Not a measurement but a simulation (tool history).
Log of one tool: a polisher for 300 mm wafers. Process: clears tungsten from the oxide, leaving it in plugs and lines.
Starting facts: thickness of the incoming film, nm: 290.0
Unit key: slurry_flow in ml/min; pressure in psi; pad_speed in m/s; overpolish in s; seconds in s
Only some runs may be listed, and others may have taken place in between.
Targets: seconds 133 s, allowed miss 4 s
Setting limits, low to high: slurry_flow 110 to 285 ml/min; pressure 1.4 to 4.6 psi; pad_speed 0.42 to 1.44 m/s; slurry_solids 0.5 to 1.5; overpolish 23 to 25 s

run 1 day=0 | slurry_flow=180 pressure=3 pad_speed=0.92 slurry_solids=1 overpolish=23 | seconds=98.049
run 2 day=0.129 | slurry_flow=180 pressure=3 pad_speed=0.76 slurry_solids=1 overpolish=23 | seconds=119.68
run 3 day=0.225 | slurry_flow=180 pressure=3 pad_speed=0.76 slurry_solids=1.2 overpolish=23 | seconds=115.45
run 4 day=0.525 | slurry_flow=175 pressure=2.9 pad_speed=0.76 slurry_solids=1.2 overpolish=23 | seconds=117.88
run 5 day=0.812 | slurry_flow=175 pressure=2.9 pad_speed=0.58 slurry_solids=1.2 overpolish=23 | seconds=152.46
run 6 day=1.121 | slurry_flow=175 pressure=2.6 pad_speed=0.58 slurry_solids=1.2 overpolish=23 | seconds=166.59
run 7 day=1.396 | slurry_flow=180 pressure=2.7 pad_speed=0.58 slurry_solids=1.2 overpolish=23 | seconds=159.66
run 8 day=1.675 | slurry_flow=220 pressure=3.2 pad_speed=0.58 slurry_solids=1.2 overpolish=23 | seconds=136.7

Which single option among these 4 for the next run brings every result within its allowed miss of target? Just one does.
run A day=1.954 | slurry_flow=210 pressure=3.1 pad_speed=0.58 slurry_solids=1 overpolish=23 | seconds=?
run B day=1.954 | slurry_flow=215 pressure=3.5 pad_speed=0.54 slurry_solids=1.1 overpolish=23 | seconds=?
run C day=1.954 | slurry_flow=175 pressure=2.3 pad_speed=0.78 slurry_solids=1.35 overpolish=23 | seconds=?
run D day=1.954 | slurry_flow=215 pressure=3.2 pad_speed=0.56 slurry_solids=1.25 overpolish=25 | seconds=?

move=A seconds=147.5
move=B seconds=140.52
move=C seconds=132.4
move=D seconds=141.32
A: its largest miss is bigger than the last run's
B: its largest miss is bigger than the last run's
C: hits every target within its allowed miss
D: its largest miss is bigger than the last run's
Correct choice: C, which meets every target

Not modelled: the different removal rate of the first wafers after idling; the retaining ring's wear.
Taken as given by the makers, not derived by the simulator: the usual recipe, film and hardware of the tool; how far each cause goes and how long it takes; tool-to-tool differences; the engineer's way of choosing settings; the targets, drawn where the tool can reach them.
